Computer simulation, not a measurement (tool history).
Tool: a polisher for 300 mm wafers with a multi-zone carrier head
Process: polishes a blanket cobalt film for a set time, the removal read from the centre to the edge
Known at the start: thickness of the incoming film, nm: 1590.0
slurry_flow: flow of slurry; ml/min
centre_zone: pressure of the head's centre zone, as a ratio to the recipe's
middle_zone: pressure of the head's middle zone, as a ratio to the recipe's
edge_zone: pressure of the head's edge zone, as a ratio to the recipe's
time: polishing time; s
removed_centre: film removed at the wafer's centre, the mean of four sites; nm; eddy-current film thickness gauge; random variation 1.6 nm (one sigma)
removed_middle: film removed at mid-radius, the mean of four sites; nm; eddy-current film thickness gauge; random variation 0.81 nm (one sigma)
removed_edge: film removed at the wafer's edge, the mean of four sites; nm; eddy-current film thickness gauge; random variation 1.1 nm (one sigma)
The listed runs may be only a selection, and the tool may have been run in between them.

run	hour	slurry_flow	centre_zone	middle_zone	edge_zone	time	removed_centre	removed_middle	removed_edge
1	0	215	1	1	1	47	130.4	126.54	126.89
2	7.6	215	1	1	1	58	155.74	154.35	156.8
3	15.2	215	0.97	1	1	58	154.11	155.44	157.07
4	24.2	220	0.99	1.02	0.94	54	144.35	146.22	143.22
5	25.5	220	1.03	1.05	0.9	50	139.22	139.05	130.29
6	27.9	220	1.09	1.05	0.9	50	146.69	142.05	128.11
7	29.1	220	1.09	1.05	0.9	50	144.64	139.12	130.11
8	31.3	210	1.09	1.07	0.87	48	139.45	134.32	120.57

Forecast run 9:
9	36.1	195	1.08	1.08	0.85	48	?	?	?

{"run 9": {"removed_centre": 136.77, "removed_middle": 135.38, "removed_edge": 119.4}}

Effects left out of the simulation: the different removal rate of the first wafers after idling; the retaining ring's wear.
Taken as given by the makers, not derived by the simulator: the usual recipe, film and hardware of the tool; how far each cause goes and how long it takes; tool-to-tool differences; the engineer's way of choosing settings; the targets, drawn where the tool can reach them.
